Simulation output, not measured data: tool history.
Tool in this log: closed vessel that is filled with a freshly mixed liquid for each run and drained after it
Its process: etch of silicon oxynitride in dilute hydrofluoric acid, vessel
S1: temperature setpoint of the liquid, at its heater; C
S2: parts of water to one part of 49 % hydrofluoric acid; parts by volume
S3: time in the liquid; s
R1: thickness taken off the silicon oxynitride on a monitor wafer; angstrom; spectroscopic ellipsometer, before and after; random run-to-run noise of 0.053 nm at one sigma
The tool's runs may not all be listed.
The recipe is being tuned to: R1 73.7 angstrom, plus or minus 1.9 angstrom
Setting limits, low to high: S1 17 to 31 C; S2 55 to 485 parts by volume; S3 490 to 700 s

run,hour,S1,S2,S3,R1
1,0,23,270,700,64.538
2,8.5,23,325,700,50.507
3,11.8,25,320,700,56.549
4,17.9,25,320,490,39.386
5,26.5,26.5,320,490,42.163
6,31.4,26.5,285,490,48.509
7,39,26.5,255,490,55.275
8,47.2,30.5,225,490,75.689

Consider the 4 candidate settings below. Which is the only one whose results all fall within their allowed miss of target?
A,55.4,29.5,215,500,?
B,55.4,31,255,565,?
C,55.4,31,280,615,?
D,55.4,30.5,220,490,?

move,R1
A,78.436
B,76.738
C,74.458
D,77.955
A: the biggest miss grows against the last run
B: the biggest miss grows against the last run
C: hits every target within its allowed miss
D: the biggest miss grows against the last run
The move that meets every target is C.
